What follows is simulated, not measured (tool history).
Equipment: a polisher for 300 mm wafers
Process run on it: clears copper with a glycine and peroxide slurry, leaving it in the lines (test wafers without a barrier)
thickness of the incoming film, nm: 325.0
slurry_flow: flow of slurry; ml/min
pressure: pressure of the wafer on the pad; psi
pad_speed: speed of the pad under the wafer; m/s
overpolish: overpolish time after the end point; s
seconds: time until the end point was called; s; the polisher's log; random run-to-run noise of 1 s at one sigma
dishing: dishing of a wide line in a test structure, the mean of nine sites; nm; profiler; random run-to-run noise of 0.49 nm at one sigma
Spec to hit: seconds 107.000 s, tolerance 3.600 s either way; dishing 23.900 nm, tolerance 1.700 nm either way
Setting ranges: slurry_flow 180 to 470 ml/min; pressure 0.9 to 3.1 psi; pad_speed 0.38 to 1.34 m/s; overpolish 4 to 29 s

run 1 hour=0.0 | slurry_flow=300 pressure=2.0 pad_speed=0.86 overpolish=15 | seconds=91.102 dishing=30.158
run 2 hour=3.2 | slurry_flow=300 pressure=2.5 pad_speed=0.86 overpolish=15 | seconds=75.375 dishing=33.370
run 3 hour=11.8 | slurry_flow=360 pressure=2.5 pad_speed=0.86 overpolish=15 | seconds=75.115 dishing=33.354
run 4 hour=13.4 | slurry_flow=410 pressure=2.5 pad_speed=0.86 overpolish=15 | seconds=74.447 dishing=34.624
run 5 hour=15.6 | slurry_flow=410 pressure=2.5 pad_speed=0.68 overpolish=15 | seconds=88.525 dishing=30.596
run 6 hour=22.5 | slurry_flow=410 pressure=2.4 pad_speed=0.68 overpolish=14 | seconds=91.238 dishing=28.755
run 7 hour=24.4 | slurry_flow=410 pressure=2.3 pad_speed=0.68 overpolish=13 | seconds=94.070 dishing=26.412
run 8 hour=27.6 | slurry_flow=410 pressure=2.2 pad_speed=0.68 overpolish=13 | seconds=95.887 dishing=27.622
run 9 hour=29.8 | slurry_flow=410 pressure=2.2 pad_speed=0.68 overpolish=13 | seconds=97.578 dishing=26.640
run 10 hour=33.6 | slurry_flow=410 pressure=2.2 pad_speed=0.68 overpolish=13 | seconds=96.949 dishing=27.326
run 11 hour=42.3 | slurry_flow=410 pressure=2.1 pad_speed=0.68 overpolish=12 | seconds=98.918 dishing=24.126
run 12 hour=45.0 | slurry_flow=410 pressure=2.0 pad_speed=0.68 overpolish=12 | seconds=101.800 dishing=22.531

Which one of the following 5 next-run settings gets every result inside its allowed miss? There is exactly one.
run A hour=47.7 | slurry_flow=450 pressure=1.6 pad_speed=0.68 overpolish=12 | seconds=? dishing=?
run B hour=47.7 | slurry_flow=460 pressure=2.0 pad_speed=0.72 overpolish=13 | seconds=? dishing=?
run C hour=47.7 | slurry_flow=450 pressure=2.0 pad_speed=0.58 overpolish=13 | seconds=? dishing=?
run D hour=47.7 | slurry_flow=455 pressure=1.9 pad_speed=0.68 overpolish=13 | seconds=? dishing=?
run E hour=47.7 | slurry_flow=405 pressure=1.9 pad_speed=0.62 overpolish=11 | seconds=? dishing=?

move=A seconds=118.380 dishing=20.483
move=B seconds=98.103 dishing=25.043
move=C seconds=112.940 dishing=22.751
move=D seconds=105.610 dishing=23.786
move=E seconds=112.780 dishing=19.882
A: carries the result that was furthest off beyond its target, to the other side
B: misses by more than the last run did
C: carries the result that was furthest off beyond its target, to the other side
D: all results land within tolerance of their targets
E: carries the result that was furthest off beyond its target, to the other side
Move D is the one to make.
